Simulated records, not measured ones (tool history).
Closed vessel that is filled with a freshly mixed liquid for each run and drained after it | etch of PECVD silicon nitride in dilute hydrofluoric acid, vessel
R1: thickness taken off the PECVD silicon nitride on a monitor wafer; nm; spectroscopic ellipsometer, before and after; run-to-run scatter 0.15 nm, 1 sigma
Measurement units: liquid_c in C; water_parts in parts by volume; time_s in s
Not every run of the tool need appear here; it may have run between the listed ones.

Run 1, day 0.000: liquid_c 25.0 C, water_parts 185 parts by volume, time_s 1110 s. Result: R1 23.855 nm.
Run 2, day 0.371: liquid_c 25.0 C, water_parts 155 parts by volume, time_s 1110 s. Result: R1 28.328 nm.
Run 3, day 0.658: liquid_c 25.0 C, water_parts 95 parts by volume, time_s 1110 s. Result: R1 46.135 nm.
Run 4, day 1.012: liquid_c 22.0 C, water_parts 95 parts by volume, time_s 1110 s. Result: R1 38.169 nm.
Run 5, day 1.175: liquid_c 21.0 C, water_parts 105 parts by volume, time_s 1110 s. Result: R1 31.849 nm.
Run 6, day 1.508: liquid_c 21.0 C, water_parts 105 parts by volume, time_s 1110 s. Result: R1 32.635 nm.
Run 7, day 1.704: liquid_c 20.5 C, water_parts 110 parts by volume, time_s 1110 s. Result: R1 29.234 nm.
Run 8, day 2.021: liquid_c 20.0 C, water_parts 115 parts by volume, time_s 1110 s. Result: R1 27.228 nm.
Run 9, day 2.417: liquid_c 19.5 C, water_parts 120 parts by volume, time_s 1110 s. Result: R1 25.355 nm.

Expected results for the next run?
Run 10, day 2.746: liquid_c 17.0 C, water_parts 155 parts by volume, time_s 1110 s. Result: R1 ?.

Run 10 gave R1 16.858 nm.
